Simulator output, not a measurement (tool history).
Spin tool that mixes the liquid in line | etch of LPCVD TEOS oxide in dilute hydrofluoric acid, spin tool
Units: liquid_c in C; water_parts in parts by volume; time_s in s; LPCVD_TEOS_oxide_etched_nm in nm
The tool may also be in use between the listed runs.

run	hour	liquid_c	water_parts	time_s	LPCVD_TEOS_oxide_etched_nm
1	0	25	285	55	6.5074
2	4.4	23	285	55	5.9996
3	6	23	285	30	3.2869
4	12	23	215	30	4.687
5	17.7	22.5	215	30	4.5464
6	24.3	22	215	30	4.4959
7	28.4	22	215	30	4.5224
# hour 31.4: hydrofluoric acid flow meter replaced
8	31.4	21.5	215	30	4.8846
9	37.1	21.5	260	30	3.8492
10	45.9	22	260	30	3.934

Run 11 comes next. What will it give?
11	51.4	22.5	260	30	?

LPCVD_TEOS_oxide_etched_nm: 3.9304 nm
